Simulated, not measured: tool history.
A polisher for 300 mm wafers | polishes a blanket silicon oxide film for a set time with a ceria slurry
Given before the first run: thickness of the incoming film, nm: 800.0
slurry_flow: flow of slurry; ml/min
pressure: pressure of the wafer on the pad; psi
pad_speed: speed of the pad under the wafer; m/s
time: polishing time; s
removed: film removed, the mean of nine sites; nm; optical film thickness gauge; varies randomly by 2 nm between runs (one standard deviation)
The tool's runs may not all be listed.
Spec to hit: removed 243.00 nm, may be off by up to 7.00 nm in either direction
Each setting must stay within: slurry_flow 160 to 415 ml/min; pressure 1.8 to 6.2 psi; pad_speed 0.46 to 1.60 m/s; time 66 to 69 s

run 1 hour=0.0 | slurry_flow=265 pressure=4.0 pad_speed=1.02 time=66 | removed=322.02
run 2 hour=6.9 | slurry_flow=265 pressure=4.0 pad_speed=0.82 time=66 | removed=266.35
run 3 hour=7.9 | slurry_flow=265 pressure=3.9 pad_speed=0.82 time=66 | removed=256.53
run 4 hour=8.6 | slurry_flow=265 pressure=3.9 pad_speed=0.82 time=66 | removed=257.91
run 5 hour=11.4 | slurry_flow=265 pressure=3.9 pad_speed=0.82 time=69 | removed=268.70
run 6 hour=18.0 | slurry_flow=265 pressure=3.9 pad_speed=0.82 time=69 | removed=270.63
run 7 hour=25.6 | slurry_flow=265 pressure=3.8 pad_speed=0.82 time=69 | removed=265.70
run 8 hour=29.4 | slurry_flow=265 pressure=3.7 pad_speed=0.82 time=69 | removed=254.37

Next run, 5 choices. One meets every target within its allowed miss, the rest don't. Which?
run A hour=33.2 | slurry_flow=275 pressure=3.2 pad_speed=0.92 time=67 | removed=?
run B hour=33.2 | slurry_flow=190 pressure=3.2 pad_speed=0.84 time=69 | removed=?
run C hour=33.2 | slurry_flow=285 pressure=5.0 pad_speed=0.62 time=67 | removed=?
run D hour=33.2 | slurry_flow=285 pressure=3.6 pad_speed=0.92 time=66 | removed=?
run E hour=33.2 | slurry_flow=160 pressure=3.5 pad_speed=0.96 time=66 | removed=?

move=A removed=240.30
move=B removed=220.73
move=C removed=254.26
move=D removed=265.84
move=E removed=258.47
A: all results in spec
B: pushes the last run's worst result past its target
C: neither nearer nor further off than the last run
D: the biggest miss grows against the last run
E: the biggest miss grows against the last run
Go with A: it meets all targets.
